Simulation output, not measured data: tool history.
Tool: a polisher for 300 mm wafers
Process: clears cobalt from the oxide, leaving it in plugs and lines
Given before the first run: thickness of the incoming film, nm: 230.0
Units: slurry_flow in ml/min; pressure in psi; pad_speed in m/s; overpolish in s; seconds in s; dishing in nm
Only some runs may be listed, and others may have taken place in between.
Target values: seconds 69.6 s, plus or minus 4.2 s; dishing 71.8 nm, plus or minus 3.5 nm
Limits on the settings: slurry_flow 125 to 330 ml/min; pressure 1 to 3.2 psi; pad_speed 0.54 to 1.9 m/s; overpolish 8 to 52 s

{"run": 1, "hour": 0.0, "slurry_flow": 210, "pressure": 2.1, "pad_speed": 1.22, "overpolish": 26, "seconds": 31.358, "dishing": 77.56}
{"run": 2, "hour": 6.0, "slurry_flow": 210, "pressure": 1.6, "pad_speed": 1.22, "overpolish": 26, "seconds": 40.538, "dishing": 73.345}
{"run": 3, "hour": 7.7, "slurry_flow": 210, "pressure": 1.6, "pad_speed": 1.52, "overpolish": 26, "seconds": 33.493, "dishing": 77.277}
{"run": 4, "hour": 13.3, "slurry_flow": 210, "pressure": 2.1, "pad_speed": 1.52, "overpolish": 26, "seconds": 25.475, "dishing": 82.8}
{"run": 5, "hour": 15.9, "slurry_flow": 210, "pressure": 2.1, "pad_speed": 1.34, "overpolish": 26, "seconds": 27.731, "dishing": 80.379}
{"run": 6, "hour": 22.1, "slurry_flow": 205, "pressure": 1.8, "pad_speed": 1.24, "overpolish": 29, "seconds": 34.893, "dishing": 78.922}
{"run": 7, "hour": 23.1, "slurry_flow": 205, "pressure": 1.8, "pad_speed": 1.24, "overpolish": 29, "seconds": 35.165, "dishing": 79.167}
{"run": 8, "hour": 26.0, "slurry_flow": 205, "pressure": 1.6, "pad_speed": 1.12, "overpolish": 31, "seconds": 42.263, "dishing": 73.941}
{"run": 9, "hour": 28.7, "slurry_flow": 195, "pressure": 1, "pad_speed": 0.78, "overpolish": 44, "seconds": 89.955, "dishing": 62.819}
{"run": 10, "hour": 31.0, "slurry_flow": 195, "pressure": 1.1, "pad_speed": 0.78, "overpolish": 45, "seconds": 81.946, "dishing": 64.002}
{"run": 11, "hour": 39.7, "slurry_flow": 195, "pressure": 1.2, "pad_speed": 0.8, "overpolish": 47, "seconds": 72.933, "dishing": 69.06}
{"run": 12, "hour": 40.5, "slurry_flow": 195, "pressure": 1.2, "pad_speed": 0.8, "overpolish": 48, "seconds": 76.704, "dishing": 71.465}
{"run": 13, "hour": 45.9, "slurry_flow": 195, "pressure": 1.2, "pad_speed": 0.8, "overpolish": 47, "seconds": 74.444, "dishing": 71.762}
{"run": 14, "hour": 54.5, "slurry_flow": 195, "pressure": 1.2, "pad_speed": 0.8, "overpolish": 46, "seconds": 76.536, "dishing": 69.903}

Next run, 5 choices. One meets every target within its allowed miss, the rest don't. Which?
{"run": "A", "hour": 63.1, "slurry_flow": 125, "pressure": 1.2, "pad_speed": 0.94, "overpolish": 38, "seconds": "?", "dishing": "?"}
{"run": "B", "hour": 63.1, "slurry_flow": 215, "pressure": 1.3, "pad_speed": 0.8, "overpolish": 46, "seconds": "?", "dishing": "?"}
{"run": "C", "hour": 63.1, "slurry_flow": 190, "pressure": 1.1, "pad_speed": 0.78, "overpolish": 45, "seconds": "?", "dishing": "?"}
{"run": "D", "hour": 63.1, "slurry_flow": 235, "pressure": 1.1, "pad_speed": 0.86, "overpolish": 41, "seconds": "?", "dishing": "?"}
{"run": "E", "hour": 63.1, "slurry_flow": 220, "pressure": 1.3, "pad_speed": 0.9, "overpolish": 39, "seconds": "?", "dishing": "?"}

move=A seconds=70.568 dishing=65.687
move=B seconds=69.3 dishing=72.48
move=C seconds=84.241 dishing=65.651
move=D seconds=75.572 dishing=66.084
move=E seconds=62.485 dishing=70.45
A: gets the furthest-off result to its target, but another result is out of tolerance
B: every result within its allowed miss
C: its largest miss is bigger than the last run's
D: roughly where the last run was
E: pushes the last run's worst result past its target
Correct choice: B, which meets every target
